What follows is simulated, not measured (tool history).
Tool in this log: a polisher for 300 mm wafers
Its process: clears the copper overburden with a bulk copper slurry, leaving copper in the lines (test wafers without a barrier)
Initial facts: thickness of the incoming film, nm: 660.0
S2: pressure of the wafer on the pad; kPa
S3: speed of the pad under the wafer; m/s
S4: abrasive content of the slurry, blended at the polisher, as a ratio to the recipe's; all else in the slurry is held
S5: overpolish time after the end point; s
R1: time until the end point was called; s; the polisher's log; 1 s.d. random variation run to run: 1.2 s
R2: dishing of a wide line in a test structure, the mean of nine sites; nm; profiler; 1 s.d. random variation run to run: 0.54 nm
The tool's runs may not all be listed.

Run 1, hour 0: flow of slurry (ml/min) 260, S2 17.2 kPa, S3 1.14 m/s, S4 1, S5 20 s. Result: R1 85.66 s, R2 86.902 nm.
Run 2, hour 5: flow of slurry (ml/min) 260, S2 17.2 kPa, S3 1.14 m/s, S4 1, S5 23 s. Result: R1 87.384 s, R2 94.809 nm.
Run 3, hour 8.4: flow of slurry (ml/min) 310, S2 17.2 kPa, S3 1.14 m/s, S4 1, S5 23 s. Result: R1 85.071 s, R2 95.048 nm.
Run 4, hour 13.9: flow of slurry (ml/min) 310, S2 17.2 kPa, S3 1.14 m/s, S4 1.1, S5 23 s. Result: R1 82.639 s, R2 98.032 nm.
Run 5, hour 16.4: flow of slurry (ml/min) 310, S2 17.2 kPa, S3 1.34 m/s, S4 1.1, S5 23 s. Result: R1 74.764 s, R2 102.37 nm.
Run 6, hour 22: flow of slurry (ml/min) 280, S2 17.2 kPa, S3 1.34 m/s, S4 1.1, S5 23 s. Result: R1 75.108 s, R2 102.83 nm.
Run 7, hour 27.4: flow of slurry (ml/min) 280, S2 15.9 kPa, S3 1.34 m/s, S4 1.1, S5 21 s. Result: R1 80.065 s, R2 91.396 nm.

Predict the results of run 8:
Run 8, hour 28.2: flow of slurry (ml/min) 280, S2 14.5 kPa, S3 1.34 m/s, S4 1.1, S5 19 s. Result: R1 ?, R2 ?.

R1: 86.983 s
R2: 78.246 nm

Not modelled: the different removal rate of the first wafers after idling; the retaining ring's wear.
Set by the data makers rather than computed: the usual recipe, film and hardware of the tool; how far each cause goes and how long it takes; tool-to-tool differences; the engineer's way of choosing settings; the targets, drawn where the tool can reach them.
